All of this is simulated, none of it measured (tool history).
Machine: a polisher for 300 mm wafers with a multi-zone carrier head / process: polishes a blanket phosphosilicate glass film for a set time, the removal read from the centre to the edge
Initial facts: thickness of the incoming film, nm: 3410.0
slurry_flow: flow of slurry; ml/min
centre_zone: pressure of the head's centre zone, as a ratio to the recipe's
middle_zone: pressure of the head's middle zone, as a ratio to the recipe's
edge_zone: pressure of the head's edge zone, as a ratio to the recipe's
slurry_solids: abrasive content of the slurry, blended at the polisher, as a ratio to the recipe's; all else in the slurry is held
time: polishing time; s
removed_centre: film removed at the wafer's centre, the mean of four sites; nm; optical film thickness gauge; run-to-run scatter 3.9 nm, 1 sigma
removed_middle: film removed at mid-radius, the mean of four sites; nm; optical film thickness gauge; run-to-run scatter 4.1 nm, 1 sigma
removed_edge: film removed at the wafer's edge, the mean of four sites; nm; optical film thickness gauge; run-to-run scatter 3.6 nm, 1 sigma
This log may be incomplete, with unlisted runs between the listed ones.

run  hour  slurry_flow  centre_zone  middle_zone  edge_zone  slurry_solids  time  removed_centre  removed_middle  removed_edge
  1   0.0          175         1.00         1.00       1.00           1.00    58          667.09          655.53        690.27
  2   8.7          180         1.01         1.03       0.96           0.90    53          575.14          590.35        576.41
  3  12.4          180         1.02         1.04       0.93           0.80    50          501.39          526.24        500.69
  4  17.2          180         1.04         1.05       0.90           0.75    49          482.26          475.12        447.18
  5  22.7          170         1.03         1.07       0.88           0.70    49          439.02          458.18        413.79
  6  27.9          160         1.03         1.08       0.87           0.70    49          436.88          458.72        417.35
  7  28.5          160         1.03         1.10       0.86           0.65    49          409.32          436.49        389.25
  8  33.5          155         1.04         1.12       0.85           0.65    49          414.80          428.99        378.01
  9  34.3          150         1.03         1.14       0.84           0.65    49          405.19          452.62        378.24
 10  42.3          145         1.03         1.14       0.83           0.65    49          401.00          442.67        372.00

For run 11, what comes out?
 11  45.0          120         1.05         1.15       0.81           0.55    49               ?               ?             ?

Run 11 came out at removed_centre 335.12 nm, removed_middle 365.61 nm, removed_edge 301.30 nm.
